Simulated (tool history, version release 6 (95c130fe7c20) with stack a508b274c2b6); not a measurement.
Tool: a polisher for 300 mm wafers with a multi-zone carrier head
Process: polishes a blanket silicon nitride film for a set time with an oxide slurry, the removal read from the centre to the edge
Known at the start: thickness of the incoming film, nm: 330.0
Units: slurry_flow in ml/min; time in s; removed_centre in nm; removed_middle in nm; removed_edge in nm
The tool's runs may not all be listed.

run,hour,slurry_flow,centre_zone,middle_zone,edge_zone,slurry_solids,time,removed_centre,removed_middle,removed_edge
1,0,295,1,1,1,1,61,42.006,42.934,41.257
2,4,300,0.99,1.02,0.97,0.9,60,38.134,40.161,37.95
3,9.3,300,0.99,1.02,0.97,0.9,73,47.413,49.056,46.038
4,18.3,300,0.99,0.96,0.97,0.9,73,47.691,45.113,45.156
5,23.9,305,0.99,0.99,0.94,0.8,71,42.837,42.487,39.723
6,28,305,0.97,1,0.92,0.75,71,39.958,40.32,37.847

Run 7 comes next. What will it give?
7,31,310,0.96,1.02,0.9,0.7,71,?,?,?

removed_centre: 37.097 nm
removed_middle: 39.349 nm
removed_edge: 36.146 nm
